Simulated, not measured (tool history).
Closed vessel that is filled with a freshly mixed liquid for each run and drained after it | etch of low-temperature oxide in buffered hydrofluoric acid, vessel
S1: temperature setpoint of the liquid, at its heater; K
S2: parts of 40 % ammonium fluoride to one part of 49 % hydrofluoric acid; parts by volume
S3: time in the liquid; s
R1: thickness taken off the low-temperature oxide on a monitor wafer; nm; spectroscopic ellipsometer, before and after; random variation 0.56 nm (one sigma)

{"run": 1, "hour": 0.0, "S1": 298.15, "S2": 20.5, "S3": 95, "R1": 147.28}
{"run": 2, "hour": 7.7, "S1": 297.65, "S2": 20.5, "S3": 95, "R1": 142.84}
{"run": 3, "hour": 12.8, "S1": 295.15, "S2": 20.5, "S3": 95, "R1": 124.55}
{"run": 4, "hour": 19.6, "S1": 295.15, "S2": 16.0, "S3": 95, "R1": 158.53}
{"run": 5, "hour": 27.6, "S1": 294.65, "S2": 16.5, "S3": 95, "R1": 147.71}
{"run": 6, "hour": 32.1, "S1": 294.15, "S2": 17.0, "S3": 95, "R1": 141.19}
{"run": 7, "hour": 36.0, "S1": 293.65, "S2": 17.5, "S3": 95, "R1": 133.66}
{"run": 8, "hour": 36.9, "S1": 293.65, "S2": 17.5, "S3": 95, "R1": 131.77}

Run 9 comes next. What will it give?
{"run": 9, "hour": 41.6, "S1": 290.15, "S2": 20.5, "S3": 95, "R1": "?"}

R1: 93.815 nm

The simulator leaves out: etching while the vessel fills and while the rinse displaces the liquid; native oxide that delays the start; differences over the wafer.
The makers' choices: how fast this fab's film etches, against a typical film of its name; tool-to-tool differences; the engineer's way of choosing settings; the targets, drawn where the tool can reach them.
